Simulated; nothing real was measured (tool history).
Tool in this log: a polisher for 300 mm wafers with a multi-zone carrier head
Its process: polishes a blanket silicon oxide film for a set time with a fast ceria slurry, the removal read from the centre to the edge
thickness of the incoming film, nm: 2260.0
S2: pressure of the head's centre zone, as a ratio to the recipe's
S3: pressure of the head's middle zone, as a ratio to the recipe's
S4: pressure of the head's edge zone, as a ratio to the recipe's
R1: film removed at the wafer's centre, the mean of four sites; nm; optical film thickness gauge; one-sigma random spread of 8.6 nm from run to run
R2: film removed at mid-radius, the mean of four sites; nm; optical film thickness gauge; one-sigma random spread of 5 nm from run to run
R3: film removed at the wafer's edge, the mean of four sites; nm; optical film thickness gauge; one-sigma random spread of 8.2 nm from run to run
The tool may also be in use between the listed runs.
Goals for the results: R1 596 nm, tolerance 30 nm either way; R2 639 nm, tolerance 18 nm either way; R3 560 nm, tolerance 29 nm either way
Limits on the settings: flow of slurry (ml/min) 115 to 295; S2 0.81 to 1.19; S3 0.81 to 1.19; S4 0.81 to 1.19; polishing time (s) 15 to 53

Run 1, day 0: flow of slurry (ml/min) 190, S2 1, S3 1, S4 1, polishing time (s) 34. Result: R1 718.06 nm, R2 695.94 nm, R3 686.89 nm.
Run 2, day 0.321: flow of slurry (ml/min) 190, S2 1, S3 0.94, S4 1, polishing time (s) 34. Result: R1 707.11 nm, R2 677.25 nm, R3 677.99 nm.
Run 3, day 0.683: flow of slurry (ml/min) 190, S2 0.99, S3 0.95, S4 0.98, polishing time (s) 34. Result: R1 717.78 nm, R2 676.1 nm, R3 684.59 nm.
Run 4, day 0.908: flow of slurry (ml/min) 235, S2 0.99, S3 0.95, S4 0.98, polishing time (s) 34. Result: R1 719.55 nm, R2 693.12 nm, R3 692.69 nm.
Run 5, day 1.071: flow of slurry (ml/min) 235, S2 0.98, S3 0.97, S4 0.96, polishing time (s) 33. Result: R1 711.18 nm, R2 682.75 nm, R3 660.72 nm.
Run 6, day 1.317: flow of slurry (ml/min) 235, S2 0.96, S3 0.98, S4 0.95, polishing time (s) 33. Result: R1 688.84 nm, R2 692.08 nm, R3 664.33 nm.
Run 7, day 1.65: flow of slurry (ml/min) 235, S2 0.95, S3 0.99, S4 0.94, polishing time (s) 32. Result: R1 652.27 nm, R2 667.36 nm, R3 624.74 nm.
Run 8, day 2.012: flow of slurry (ml/min) 230, S2 0.94, S3 0.99, S4 0.93, polishing time (s) 32. Result: R1 645.82 nm, R2 669.11 nm, R3 630.1 nm.

4 candidate next runs follow, results not yet known. Just one meets every target within its allowed miss. Identify it.
Run A, day 2.375: flow of slurry (ml/min) 165, S2 0.95, S3 1.06, S4 0.85, polishing time (s) 30. Result: R1 ?, R2 ?, R3 ?.
Run B, day 2.375: flow of slurry (ml/min) 260, S2 0.97, S3 0.89, S4 0.82, polishing time (s) 33. Result: R1 ?, R2 ?, R3 ?.
Run C, day 2.375: flow of slurry (ml/min) 200, S2 0.95, S3 0.92, S4 0.94, polishing time (s) 33. Result: R1 ?, R2 ?, R3 ?.
Run D, day 2.375: flow of slurry (ml/min) 245, S2 1.05, S3 1.04, S4 0.81, polishing time (s) 29. Result: R1 ?, R2 ?, R3 ?.

move      R1      R2      R3
   A  597.28  639.02  554.57
   B  702.58  641.33  622.86
   C  670.93  641.74  645.68
   D     660  632.27  541.59
A: each result inside its tolerance
B: moves away from the targets compared with the last run
C: moves away from the targets compared with the last run
D: the worst result of the last run now meets its target, but another is out of spec
Answer: A
